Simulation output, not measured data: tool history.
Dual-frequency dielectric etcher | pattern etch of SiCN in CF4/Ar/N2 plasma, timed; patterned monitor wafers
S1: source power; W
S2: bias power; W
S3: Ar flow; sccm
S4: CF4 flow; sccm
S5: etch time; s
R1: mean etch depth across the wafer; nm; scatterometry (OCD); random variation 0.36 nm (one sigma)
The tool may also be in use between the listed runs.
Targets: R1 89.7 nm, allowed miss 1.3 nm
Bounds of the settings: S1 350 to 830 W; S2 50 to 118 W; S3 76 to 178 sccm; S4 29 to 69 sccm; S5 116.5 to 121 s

run	hour	S1	S2	S3	S4	S5	R1
1	0	590	84	127	49	116.5	114.46
2	6.7	540	84	127	49	116.5	104.7
3	15.1	540	84	127	49	121	108.95
4	18	490	84	127	49	121	98.176
5	20.1	480	84	127	49	121	95.859
6	27.2	480	84	127	57	121	98.136
7	29.8	470	84	127	57	121	95.952
8	33.7	460	84	127	57	121	92.923
9	38.4	450	84	127	57	121	91.17

Which of these 5 next moves meets every target?
A	43.1	440	92	127	57	121	?
B	43.1	480	71	145	66	117.5	?
C	43.1	480	72	127	68	118	?
D	43.1	480	79	112	56	118	?
E	43.1	450	82	119	45	119.5	?

move	R1
A	91.897
B	89.078
C	92.168
D	94.294
E	86.477
A: further off than the last run
B: meets every target
C: further off than the last run
D: further off than the last run
E: takes the result that was furthest off past its target
Move B is the one to make.
